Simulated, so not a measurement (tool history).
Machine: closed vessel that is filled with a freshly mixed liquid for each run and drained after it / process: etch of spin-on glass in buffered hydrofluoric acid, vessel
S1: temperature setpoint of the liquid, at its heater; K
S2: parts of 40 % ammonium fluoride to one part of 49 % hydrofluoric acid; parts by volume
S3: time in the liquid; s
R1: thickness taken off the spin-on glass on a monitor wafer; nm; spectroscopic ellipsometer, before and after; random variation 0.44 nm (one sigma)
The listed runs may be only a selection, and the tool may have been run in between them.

Run 1, hour 0.0: S1 296.15 K, S2 16.5 parts by volume, S3 90 s. Result: R1 112.200 nm.
Run 2, hour 3.0: S1 295.15 K, S2 17.0 parts by volume, S3 90 s. Result: R1 102.350 nm.
Run 3, hour 11.2: S1 294.65 K, S2 17.0 parts by volume, S3 90 s. Result: R1 99.895 nm.
Run 4, hour 11.7: S1 294.65 K, S2 21.0 parts by volume, S3 90 s. Result: R1 81.976 nm.
Run 5, hour 13.7: S1 294.65 K, S2 17.5 parts by volume, S3 90 s. Result: R1 97.698 nm.
Run 6, hour 21.2: S1 294.65 K, S2 20.5 parts by volume, S3 90 s. Result: R1 83.691 nm.
Run 7, hour 25.5: S1 294.15 K, S2 20.5 parts by volume, S3 90 s. Result: R1 82.499 nm.

What will run 8 give?
Run 8, hour 31.0: S1 293.65 K, S2 20.5 parts by volume, S3 90 s. Result: R1 ?.

Run 8 gave R1 79.363 nm.
